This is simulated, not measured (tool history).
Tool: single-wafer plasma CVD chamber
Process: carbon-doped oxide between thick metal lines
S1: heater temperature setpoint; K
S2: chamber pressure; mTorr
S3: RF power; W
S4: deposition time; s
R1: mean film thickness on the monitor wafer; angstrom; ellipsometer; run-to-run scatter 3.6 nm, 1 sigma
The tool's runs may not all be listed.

run,hour,S1,S2,S3,S4,R1
1,0,633.15,5200,630,101.5,5744.9
2,2,632.15,5460,660,101.8,5944.4
3,5.7,632.15,5460,660,104.7,6144.1
4,12.1,632.15,5460,660,101.5,5945.3
# hour 18.4: RF generator calibrated
5,18.4,626.15,5460,660,101.5,6306
6,22,626.15,6360,660,101.5,6408
7,28.1,624.15,6400,660,101.5,6458.2

Run 8 is up next; what results do you expect?
8,35.4,623.15,6440,660,101.5,?

{"run 8": {"R1": 6456.5}}
